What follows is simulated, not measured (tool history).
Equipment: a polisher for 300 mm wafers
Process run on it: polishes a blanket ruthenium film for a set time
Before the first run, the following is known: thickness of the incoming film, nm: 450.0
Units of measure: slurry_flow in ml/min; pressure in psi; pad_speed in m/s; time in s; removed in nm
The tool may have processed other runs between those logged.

{"run": 1, "hour": 0.0, "slurry_flow": 270, "pressure": 1.6, "pad_speed": 0.76, "time": 39, "removed": 21.284}
{"run": 2, "hour": 7.6, "slurry_flow": 270, "pressure": 1.7, "pad_speed": 0.76, "time": 39, "removed": 22.655}
{"run": 3, "hour": 13.1, "slurry_flow": 270, "pressure": 1.7, "pad_speed": 0.76, "time": 34, "removed": 19.931}
{"run": 4, "hour": 15.6, "slurry_flow": 270, "pressure": 1.7, "pad_speed": 0.7, "time": 34, "removed": 18.333}
{"run": 5, "hour": 20.8, "slurry_flow": 270, "pressure": 1.9, "pad_speed": 0.7, "time": 34, "removed": 20.437}
{"run": 6, "hour": 28.0, "slurry_flow": 270, "pressure": 2.1, "pad_speed": 0.7, "time": 34, "removed": 22.303}
{"run": 7, "hour": 30.4, "slurry_flow": 270, "pressure": 2.2, "pad_speed": 0.72, "time": 34, "removed": 24.192}

For run 8, what comes out?
{"run": 8, "hour": 37.2, "slurry_flow": 270, "pressure": 2.3, "pad_speed": 0.74, "time": 34, "removed": "?"}

removed: 26.044 nm
